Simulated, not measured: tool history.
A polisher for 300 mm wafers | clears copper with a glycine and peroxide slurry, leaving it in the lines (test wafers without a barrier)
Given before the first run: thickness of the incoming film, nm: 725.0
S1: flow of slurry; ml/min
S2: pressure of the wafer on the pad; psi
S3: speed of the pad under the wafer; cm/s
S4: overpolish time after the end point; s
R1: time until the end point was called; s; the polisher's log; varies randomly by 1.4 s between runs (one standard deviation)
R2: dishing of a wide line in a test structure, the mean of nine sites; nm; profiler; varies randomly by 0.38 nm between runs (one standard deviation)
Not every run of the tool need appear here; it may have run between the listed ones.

{"run": 1, "hour": 0.0, "S1": 250, "S2": 3.2, "S3": 98, "S4": 15, "R1": 101.21, "R2": 33.931}
{"run": 2, "hour": 6.6, "S1": 250, "S2": 3.2, "S3": 86, "S4": 15, "R1": 116.38, "R2": 32.647}
{"run": 3, "hour": 13.9, "S1": 250, "S2": 3.2, "S3": 86, "S4": 19, "R1": 114.48, "R2": 35.145}
{"run": 4, "hour": 22.1, "S1": 250, "S2": 3.2, "S3": 86, "S4": 14, "R1": 114.68, "R2": 31.31}
{"run": 5, "hour": 28.4, "S1": 215, "S2": 3.2, "S3": 86, "S4": 14, "R1": 114.59, "R2": 31.699}
{"run": 6, "hour": 33.7, "S1": 215, "S2": 3.2, "S3": 76, "S4": 14, "R1": 125.94, "R2": 30.765}
{"run": 7, "hour": 40.0, "S1": 215, "S2": 3.4, "S3": 76, "S4": 14, "R1": 116.04, "R2": 31.039}
{"run": 8, "hour": 45.8, "S1": 215, "S2": 3.5, "S3": 76, "S4": 14, "R1": 119.8, "R2": 31.508}
{"run": 9, "hour": 47.0, "S1": 215, "S2": 3.6, "S3": 78, "S4": 14, "R1": 113.49, "R2": 32.42}
{"run": 10, "hour": 53.2, "S1": 215, "S2": 3.7, "S3": 80, "S4": 14, "R1": 108.28, "R2": 33.206}
{"run": 11, "hour": 60.6, "S1": 215, "S2": 3.8, "S3": 80, "S4": 14, "R1": 107.25, "R2": 32.777}
{"run": 12, "hour": 66.8, "S1": 215, "S2": 3.9, "S3": 82, "S4": 14, "R1": 103.21, "R2": 33.81}

What does the tool deliver on the next run?
{"run": 13, "hour": 72.5, "S1": 215, "S2": 4, "S3": 82, "S4": 14, "R1": "?", "R2": "?"}

R1: 97.978 s
R2: 33.635 nm
